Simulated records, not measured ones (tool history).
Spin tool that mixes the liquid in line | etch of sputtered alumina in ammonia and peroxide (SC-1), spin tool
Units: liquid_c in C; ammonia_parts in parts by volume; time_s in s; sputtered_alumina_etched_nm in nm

run  hour  liquid_c  ammonia_parts  time_s  sputtered_alumina_etched_nm
  1     0        48            0.7     305                       15.309
  2   7.7        48            0.7     305                       15.268
  3  10.9        48            0.7     325                        16.32
  4  12.5        47            0.7     325                       15.469
  5  16.4      46.5            0.7     325                       14.995
  6  22.1        46            0.7     325                       14.648
  7  26.1      45.5            0.7     325                       14.166

Run 8 comes next. What will it give?
  8  32.2        45            0.7     325                            ?

{"run 8": {"sputtered_alumina_etched_nm": 13.826}}
